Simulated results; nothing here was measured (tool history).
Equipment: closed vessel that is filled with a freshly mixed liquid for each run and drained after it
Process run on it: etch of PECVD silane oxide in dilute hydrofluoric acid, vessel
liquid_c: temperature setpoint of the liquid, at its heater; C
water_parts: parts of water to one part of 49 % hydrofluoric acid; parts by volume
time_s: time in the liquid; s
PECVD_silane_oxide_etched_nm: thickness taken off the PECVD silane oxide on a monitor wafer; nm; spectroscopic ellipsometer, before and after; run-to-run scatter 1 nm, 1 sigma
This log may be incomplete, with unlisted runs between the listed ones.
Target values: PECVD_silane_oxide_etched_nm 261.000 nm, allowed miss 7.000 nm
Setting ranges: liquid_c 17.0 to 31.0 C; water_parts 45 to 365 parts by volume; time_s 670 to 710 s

| run | hour | liquid_c | water_parts | time_s | PECVD_silane_oxide_etched_nm |
|---|---|---|---|---|---|
| 1 | 0.0 | 23.0 | 205 | 670 | 60.040 |
| 2 | 3.8 | 23.0 | 255 | 670 | 45.742 |
| 3 | 6.9 | 23.0 | 255 | 710 | 48.484 |
| 4 | 12.3 | 23.0 | 255 | 670 | 45.463 |
|  | 16.3 | hydrofluoric acid flow meter replaced |
| 5 | 16.3 | 20.5 | 255 | 670 | 45.373 |
| 6 | 18.2 | 18.5 | 255 | 670 | 41.801 |
| 7 | 22.4 | 22.0 | 200 | 680 | 65.268 |
| 8 | 31.5 | 24.5 | 160 | 690 | 95.883 |
| 9 | 39.6 | 26.0 | 130 | 695 | 128.760 |
| 10 | 44.2 | 27.0 | 110 | 695 | 163.350 |
| 11 | 50.7 | 31.0 | 70 | 695 | 316.220 |
| 12 | 54.4 | 30.5 | 70 | 695 | 310.270 |
| 13 | 56.1 | 30.0 | 70 | 695 | 303.810 |
| 14 | 61.5 | 29.5 | 70 | 695 | 296.530 |
| 15 | 65.0 | 29.0 | 70 | 695 | 292.580 |
| 16 | 73.9 | 28.5 | 70 | 695 | 287.260 |
| 17 | 80.8 | 28.0 | 70 | 695 | 278.620 |
| 18 | 89.6 | 28.0 | 70 | 695 | 279.610 |

5 candidate next runs follow, results not yet known. Just one meets every target within its allowed miss. Identify it.
| A | 98.4 | 28.0 | 70 | 690 | ? |
| B | 98.4 | 30.5 | 85 | 685 | ? |
| C | 98.4 | 27.5 | 75 | 710 | ? |
| D | 98.4 | 29.5 | 75 | 710 | ? |
| E | 98.4 | 28.0 | 70 | 685 | ? |

| move | PECVD_silane_oxide_etched_nm |
|---|---|
| A | 277.500 |
| B | 244.450 |
| C | 259.510 |
| D | 280.470 |
| E | 275.490 |
A: closes in on the targets versus the last run, not all within tolerance yet
B: takes the biggest miss from the last run beyond its target
C: every result lands within tolerance
D: as far off as the last run
E: closes in on the targets versus the last run, not all within tolerance yet
So the answer is move C, the one that meets all the targets.
